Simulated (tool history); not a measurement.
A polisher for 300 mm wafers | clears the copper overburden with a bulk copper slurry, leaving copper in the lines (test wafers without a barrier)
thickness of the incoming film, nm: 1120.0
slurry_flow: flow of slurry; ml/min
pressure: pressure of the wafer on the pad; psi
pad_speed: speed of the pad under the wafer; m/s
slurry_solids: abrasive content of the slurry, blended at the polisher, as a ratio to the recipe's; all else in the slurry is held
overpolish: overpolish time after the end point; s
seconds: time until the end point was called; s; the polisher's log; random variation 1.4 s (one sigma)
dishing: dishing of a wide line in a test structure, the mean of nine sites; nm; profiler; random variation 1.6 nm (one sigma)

run	hour	slurry_flow	pressure	pad_speed	slurry_solids	overpolish	seconds	dishing
1	0.0	215	2.3	0.98	1.0	14	163.130	70.646
2	2.3	215	2.5	0.98	1.0	12	152.800	65.955
3	5.8	215	2.7	0.98	1.0	11	141.570	67.348
4	11.4	215	2.7	1.22	1.0	11	114.560	78.179
5	15.8	215	3.2	1.22	1.0	11	98.240	88.190
# hour 23.2: slurry blender recalibrated
6	23.2	215	3.6	1.22	1.0	11	83.603	97.029

The next listed run, before its measurement:
7	27.1	215	3.4	1.22	1.0	10	?	?

{"run 7": {"seconds": 88.313, "dishing": 89.668}}
